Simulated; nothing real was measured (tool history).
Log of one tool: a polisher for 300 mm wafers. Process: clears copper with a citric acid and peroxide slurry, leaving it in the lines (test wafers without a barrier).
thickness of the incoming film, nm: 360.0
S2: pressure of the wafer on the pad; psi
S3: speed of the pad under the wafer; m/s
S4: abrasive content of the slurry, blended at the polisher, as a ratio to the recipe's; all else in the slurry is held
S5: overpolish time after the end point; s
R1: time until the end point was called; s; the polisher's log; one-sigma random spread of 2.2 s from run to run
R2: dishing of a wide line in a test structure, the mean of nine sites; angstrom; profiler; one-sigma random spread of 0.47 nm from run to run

{"run": 1, "hour": 0.0, "flow of slurry (ml/min)": 265, "S2": 4.1, "S3": 1.24, "S4": 1, "S5": 16, "R1": 118.48, "R2": 343.75}
{"run": 2, "hour": 8.3, "flow of slurry (ml/min)": 265, "S2": 3.6, "S3": 1.22, "S4": 1, "S5": 19, "R1": 135.6, "R2": 353.12}
{"run": 3, "hour": 14.3, "flow of slurry (ml/min)": 200, "S2": 3.6, "S3": 1.22, "S4": 1, "S5": 19, "R1": 141.6, "R2": 341.12}
{"run": 4, "hour": 15.4, "flow of slurry (ml/min)": 195, "S2": 3.3, "S3": 1.22, "S4": 1, "S5": 21, "R1": 154.4, "R2": 348.94}
{"run": 5, "hour": 22.5, "flow of slurry (ml/min)": 190, "S2": 3.1, "S3": 1.22, "S4": 1, "S5": 22, "R1": 162.24, "R2": 338.47}
{"run": 6, "hour": 24.2, "flow of slurry (ml/min)": 190, "S2": 3.1, "S3": 1.22, "S4": 0.9, "S5": 22, "R1": 168.52, "R2": 330.39}
{"run": 7, "hour": 27.3, "flow of slurry (ml/min)": 190, "S2": 3, "S3": 1.22, "S4": 0.9, "S5": 23, "R1": 171.52, "R2": 333.03}
{"run": 8, "hour": 35.2, "flow of slurry (ml/min)": 190, "S2": 3, "S3": 1.22, "S4": 0.9, "S5": 23, "R1": 171.98, "R2": 336.49}

Run 9, settings as shown, results not yet in. Your forecast:
{"run": 9, "hour": 40.2, "flow of slurry (ml/min)": 190, "S2": 2.9, "S3": 1.22, "S4": 0.9, "S5": 24, "R1": "?", "R2": "?"}

Run 9 yielded R1 177.86 s, R2 341.6 angstrom.
